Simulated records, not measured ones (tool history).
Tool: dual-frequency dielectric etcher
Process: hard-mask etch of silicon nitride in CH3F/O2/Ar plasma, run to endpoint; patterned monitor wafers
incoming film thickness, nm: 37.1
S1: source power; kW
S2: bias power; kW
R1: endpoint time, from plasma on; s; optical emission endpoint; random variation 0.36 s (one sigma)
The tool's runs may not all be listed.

run  hour     S1     S2      R1
  1   0.0  0.490  0.057  58.970
  2   4.1  0.520  0.058  56.817
  3   5.6  0.450  0.058  60.561
  4   6.5  0.490  0.059  57.924
  5  15.0  0.520  0.060  56.090
  6  20.2  0.520  0.054  56.938

The next listed run, before its measurement:
  7  27.5  0.540  0.055   ?

{"run 7": {"R1": 56.668}}
